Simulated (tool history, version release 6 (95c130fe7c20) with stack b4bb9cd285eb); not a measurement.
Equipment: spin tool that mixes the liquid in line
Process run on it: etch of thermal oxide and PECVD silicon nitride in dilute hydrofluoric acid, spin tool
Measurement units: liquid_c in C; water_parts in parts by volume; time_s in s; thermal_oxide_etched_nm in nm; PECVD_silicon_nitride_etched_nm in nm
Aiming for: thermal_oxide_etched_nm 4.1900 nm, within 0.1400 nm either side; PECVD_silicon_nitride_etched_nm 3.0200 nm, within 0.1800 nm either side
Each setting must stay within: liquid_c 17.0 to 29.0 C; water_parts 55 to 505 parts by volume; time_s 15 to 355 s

run,hour,liquid_c,water_parts,time_s,thermal_oxide_etched_nm,PECVD_silicon_nitride_etched_nm
1,0.0,21.0,280,180,2.4144,2.0074
2,4.3,21.0,235,175,2.8930,2.2862
3,7.4,21.0,235,135,2.2033,1.7839
4,12.1,23.5,235,135,2.4612,2.0553
5,17.9,25.5,235,135,2.6218,2.2316
6,26.4,23.0,235,135,2.4211,2.0151
7,29.4,23.0,190,130,2.9991,2.3694
8,34.4,23.0,90,110,5.8638,4.1927
9,38.4,22.0,105,110,4.8658,3.3043
10,44.8,22.0,115,115,4.5116,3.1393
11,52.7,22.0,120,115,4.3354,3.0138

4 candidate next runs follow, results not yet known. Just one meets every target within its allowed miss. Identify it.
A,60.6,20.0,145,170,?,?
B,60.6,21.5,145,140,?,?
C,60.6,21.0,120,125,?,?
D,60.6,19.5,105,115,?,?

move,thermal_oxide_etched_nm,PECVD_silicon_nitride_etched_nm
A,4.8072,3.3018
B,4.2013,3.0044
C,4.5670,3.1229
D,4.5932,2.9575
A: lands further from the targets than the last run did
B: each result inside its tolerance
C: lands further from the targets than the last run did
D: lands further from the targets than the last run did
B is the move that brings every result within its allowed miss.

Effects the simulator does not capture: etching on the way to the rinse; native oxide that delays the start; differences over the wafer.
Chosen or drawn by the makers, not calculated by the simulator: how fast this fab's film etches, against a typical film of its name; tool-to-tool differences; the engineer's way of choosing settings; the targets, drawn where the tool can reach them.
